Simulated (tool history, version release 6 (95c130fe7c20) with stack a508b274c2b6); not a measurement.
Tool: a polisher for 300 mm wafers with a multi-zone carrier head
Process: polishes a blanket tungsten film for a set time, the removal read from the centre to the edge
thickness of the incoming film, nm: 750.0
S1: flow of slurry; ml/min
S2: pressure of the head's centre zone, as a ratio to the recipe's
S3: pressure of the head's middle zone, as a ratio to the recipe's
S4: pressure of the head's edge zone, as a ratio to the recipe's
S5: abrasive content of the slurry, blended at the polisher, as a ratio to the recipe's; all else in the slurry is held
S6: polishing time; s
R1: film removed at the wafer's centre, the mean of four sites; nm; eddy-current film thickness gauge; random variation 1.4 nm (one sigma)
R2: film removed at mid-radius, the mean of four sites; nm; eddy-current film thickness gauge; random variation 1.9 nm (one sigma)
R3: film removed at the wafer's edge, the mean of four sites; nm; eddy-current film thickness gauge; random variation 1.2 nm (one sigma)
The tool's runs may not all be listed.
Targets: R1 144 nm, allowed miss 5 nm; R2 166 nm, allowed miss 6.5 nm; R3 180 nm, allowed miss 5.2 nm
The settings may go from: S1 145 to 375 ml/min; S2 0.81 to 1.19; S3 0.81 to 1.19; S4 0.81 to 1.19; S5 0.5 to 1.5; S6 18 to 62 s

| run | hour | S1 | S2 | S3 | S4 | S5 | S6 | R1 | R2 | R3 |
|---|---|---|---|---|---|---|---|---|---|---|
| 1 | 0 | 240 | 1 | 1 | 1 | 1 | 40 | 228.25 | 234.22 | 229.32 |
| 2 | 5.9 | 240 | 1 | 1 | 1 | 1 | 44 | 247.56 | 253.13 | 251.99 |
| 3 | 10 | 205 | 1 | 1 | 1 | 1 | 44 | 243.09 | 252.23 | 246.04 |
| 4 | 15.5 | 205 | 1 | 1 | 1 | 1 | 37 | 205.81 | 208.28 | 209.41 |
| 5 | 18.7 | 195 | 0.96 | 0.98 | 1 | 0.9 | 37 | 186.4 | 195.83 | 203.09 |
| 6 | 26.5 | 190 | 0.93 | 0.97 | 0.98 | 0.85 | 37 | 178.76 | 189.31 | 195.9 |
| 7 | 29.1 | 185 | 0.91 | 0.96 | 0.98 | 0.8 | 37 | 169.5 | 183.27 | 191.96 |
| 8 | 30.2 | 180 | 0.89 | 0.95 | 0.97 | 0.8 | 37 | 165.6 | 178.15 | 187.51 |
| 9 | 36.7 | 175 | 0.87 | 0.95 | 0.97 | 0.8 | 37 | 163.26 | 180.09 | 188.98 |
| 10 | 42.1 | 170 | 0.86 | 0.95 | 0.97 | 0.75 | 37 | 154.5 | 175.56 | 183.15 |
| 11 | 43.2 | 165 | 0.85 | 0.94 | 0.97 | 0.75 | 37 | 149.48 | 174.45 | 180.97 |
|  | 52 | worn pad replaced by a new one |
| 12 | 52 | 165 | 0.85 | 0.93 | 0.97 | 0.75 | 37 | 165.88 | 192.03 | 203.03 |
| 13 | 54.9 | 160 | 0.85 | 0.93 | 0.97 | 0.7 | 37 | 166.58 | 187.08 | 198.51 |
| 14 | 60.2 | 170 | 0.84 | 0.92 | 0.96 | 0.75 | 37 | 168.25 | 191.8 | 202.87 |
| 15 | 63.4 | 165 | 0.85 | 0.93 | 0.98 | 0.75 | 37 | 169.1 | 191.16 | 205.9 |
| 16 | 71.4 | 160 | 0.85 | 0.93 | 0.98 | 0.7 | 37 | 162.01 | 184.8 | 195.21 |
| 17 | 72 | 160 | 0.84 | 0.92 | 0.97 | 0.7 | 36 | 155.9 | 176.58 | 193.24 |
| 18 | 77.8 | 160 | 0.84 | 0.92 | 0.97 | 0.65 | 36 | 153.2 | 168.75 | 185.72 |
| 19 | 83.9 | 160 | 0.83 | 0.92 | 0.97 | 0.65 | 36 | 152.69 | 171.68 | 187.5 |

5 next moves are on the table. One of them brings every result within its allowed miss. Which?
| A | 90 | 165 | 0.82 | 0.92 | 0.98 | 0.75 | 33 | ? | ? | ? |
| B | 90 | 280 | 0.84 | 0.81 | 0.93 | 0.7 | 32 | ? | ? | ? |
| C | 90 | 195 | 0.93 | 0.92 | 0.91 | 0.75 | 32 | ? | ? | ? |
| D | 90 | 200 | 0.88 | 0.89 | 1.03 | 0.5 | 40 | ? | ? | ? |
| E | 90 | 165 | 0.81 | 0.9 | 1.08 | 0.75 | 33 | ? | ? | ? |

| move | R1 | R2 | R3 |
|---|---|---|---|
| A | 143.83 | 167.12 | 180.66 |
| B | 152.54 | 154.36 | 177.33 |
| C | 164.03 | 167.12 | 173.11 |
| D | 166.1 | 174.03 | 196.38 |
| E | 142.04 | 164.08 | 189.52 |
A: meets every target
B: as far off as the last run
C: further off than the last run
D: further off than the last run
E: brings the result that was furthest off to its target, and leaves another outside
Move A is the one to make.

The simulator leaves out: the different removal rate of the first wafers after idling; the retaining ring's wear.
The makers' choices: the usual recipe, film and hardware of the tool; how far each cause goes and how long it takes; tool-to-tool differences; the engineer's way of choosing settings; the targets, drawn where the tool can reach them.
